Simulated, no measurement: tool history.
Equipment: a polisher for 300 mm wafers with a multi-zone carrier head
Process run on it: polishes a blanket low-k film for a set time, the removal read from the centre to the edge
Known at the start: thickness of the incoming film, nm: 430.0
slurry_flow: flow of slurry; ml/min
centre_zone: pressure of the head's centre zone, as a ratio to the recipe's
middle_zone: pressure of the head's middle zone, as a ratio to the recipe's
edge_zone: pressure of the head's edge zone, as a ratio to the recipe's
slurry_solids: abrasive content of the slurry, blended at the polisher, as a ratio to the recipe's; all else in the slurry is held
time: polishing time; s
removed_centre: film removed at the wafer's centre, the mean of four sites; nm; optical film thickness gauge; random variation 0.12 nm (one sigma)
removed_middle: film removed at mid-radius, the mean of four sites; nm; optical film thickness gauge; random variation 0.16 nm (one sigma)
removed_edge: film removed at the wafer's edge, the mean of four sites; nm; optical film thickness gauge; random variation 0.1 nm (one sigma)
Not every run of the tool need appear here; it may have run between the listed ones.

Run 1, hour 0: slurry_flow 140 ml/min, centre_zone 1, middle_zone 1, edge_zone 1, slurry_solids 1, time 64 s. Result: removed_centre 16.878 nm, removed_middle 17.606 nm, removed_edge 16.803 nm.
Run 2, hour 8: slurry_flow 140 ml/min, centre_zone 1, middle_zone 1, edge_zone 1.09, slurry_solids 1, time 64 s. Result: removed_centre 17.517 nm, removed_middle 17.354 nm, removed_edge 17.36 nm.
Run 3, hour 11.9: slurry_flow 140 ml/min, centre_zone 1, middle_zone 1, edge_zone 1.01, slurry_solids 1, time 64 s. Result: removed_centre 16.993 nm, removed_middle 17.312 nm, removed_edge 16.72 nm.
Run 4, hour 20.1: slurry_flow 140 ml/min, centre_zone 1, middle_zone 1, edge_zone 1.01, slurry_solids 1.2, time 64 s. Result: removed_centre 18.943 nm, removed_middle 19.302 nm, removed_edge 18.379 nm.
Run 5, hour 20.8: slurry_flow 120 ml/min, centre_zone 1, middle_zone 1, edge_zone 1.01, slurry_solids 1.2, time 64 s. Result: removed_centre 18.51 nm, removed_middle 19.087 nm, removed_edge 18.154 nm.
Run 6, hour 26: slurry_flow 105 ml/min, centre_zone 1, middle_zone 1, edge_zone 1.01, slurry_solids 1.2, time 64 s. Result: removed_centre 17.493 nm, removed_middle 17.907 nm, removed_edge 17.519 nm.
Run 7, hour 31.2: slurry_flow 85 ml/min, centre_zone 0.9, middle_zone 0.91, edge_zone 0.91, slurry_solids 0.95, time 62 s. Result: removed_centre 12.685 nm, removed_middle 13.727 nm, removed_edge 13.928 nm.
Run 8, hour 33.4: slurry_flow 85 ml/min, centre_zone 0.89, middle_zone 0.9, edge_zone 0.89, slurry_solids 0.9, time 62 s. Result: removed_centre 12.066 nm, removed_middle 13.361 nm, removed_edge 13.312 nm.

Run 9 is up next; what results do you expect?
Run 9, hour 36.7: slurry_flow 85 ml/min, centre_zone 0.88, middle_zone 0.88, edge_zone 0.88, slurry_solids 0.9, time 62 s. Result: removed_centre ?, removed_middle ?, removed_edge ?.

removed_centre: 12.032 nm
removed_middle: 13.137 nm
removed_edge: 13.243 nm
